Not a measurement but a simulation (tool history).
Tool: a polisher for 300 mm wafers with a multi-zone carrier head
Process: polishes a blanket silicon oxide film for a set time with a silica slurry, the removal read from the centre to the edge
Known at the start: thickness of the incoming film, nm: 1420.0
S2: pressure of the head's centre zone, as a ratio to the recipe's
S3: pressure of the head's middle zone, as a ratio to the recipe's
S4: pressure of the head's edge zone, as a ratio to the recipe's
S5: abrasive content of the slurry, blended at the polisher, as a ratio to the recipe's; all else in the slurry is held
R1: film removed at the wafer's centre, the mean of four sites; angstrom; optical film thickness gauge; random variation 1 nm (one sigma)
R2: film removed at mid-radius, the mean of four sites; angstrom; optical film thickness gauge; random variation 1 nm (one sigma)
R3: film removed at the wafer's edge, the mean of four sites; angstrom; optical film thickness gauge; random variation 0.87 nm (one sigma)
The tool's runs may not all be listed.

run 1 day=0.000 | flow_of_slurry_(ml/min)=270 S2=1.00 S3=1.00 S4=1.00 S5=1.00 polishing_time_(s)=58 | R1=2212.5 R2=2174.10 R3=2166.50
run 2 day=0.254 | flow_of_slurry_(ml/min)=225 S2=1.00 S3=1.00 S4=1.00 S5=1.00 polishing_time_(s)=58 | R1=2112.5 R2=2100.30 R3=2079.90
run 3 day=0.462 | flow_of_slurry_(ml/min)=215 S2=1.01 S3=0.96 S4=0.96 S5=0.85 polishing_time_(s)=53 | R1=1841.9 R2=1706.20 R3=1761.90
run 4 day=0.500 | flow_of_slurry_(ml/min)=210 S2=1.01 S3=0.95 S4=0.93 S5=0.75 polishing_time_(s)=49 | R1=1573.2 R2=1504.90 R3=1516.50
run 5 day=0.858 | flow_of_slurry_(ml/min)=250 S2=1.01 S3=0.95 S4=0.93 S5=0.75 polishing_time_(s)=49 | R1=1649.5 R2=1505.30 R3=1550.70
run 6 day=0.938 | flow_of_slurry_(ml/min)=250 S2=0.93 S3=0.95 S4=0.93 S5=0.75 polishing_time_(s)=49 | R1=1492.0 R2=1521.90 R3=1551.90
run 7 day=1.067 | flow_of_slurry_(ml/min)=250 S2=0.93 S3=0.95 S4=0.93 S5=0.75 polishing_time_(s)=49 | R1=1491.4 R2=1492.70 R3=1527.10
run 8 day=1.233 | flow_of_slurry_(ml/min)=250 S2=1.02 S3=0.85 S4=0.83 S5=0.50 polishing_time_(s)=38 | R1=1030.7 R2=874.50 R3=920.59
run 9 day=1.471 | flow_of_slurry_(ml/min)=265 S2=1.04 S3=0.87 S4=0.87 S5=0.50 polishing_time_(s)=38 | R1=1060.7 R2=888.72 R3=951.94
run 10 day=1.842 | flow_of_slurry_(ml/min)=330 S2=1.13 S3=0.97 S4=0.97 S5=0.60 polishing_time_(s)=38 | R1=1300.1 R2=1104.50 R3=1106.10

Forecast run 11:
run 11 day=2.129 | flow_of_slurry_(ml/min)=330 S2=1.12 S3=0.96 S4=0.97 S5=0.60 polishing_time_(s)=38 | R1=? R2=? R3=?

R1: 1308.4 angstrom
R2: 1095.00 angstrom
R3: 1104.10 angstrom

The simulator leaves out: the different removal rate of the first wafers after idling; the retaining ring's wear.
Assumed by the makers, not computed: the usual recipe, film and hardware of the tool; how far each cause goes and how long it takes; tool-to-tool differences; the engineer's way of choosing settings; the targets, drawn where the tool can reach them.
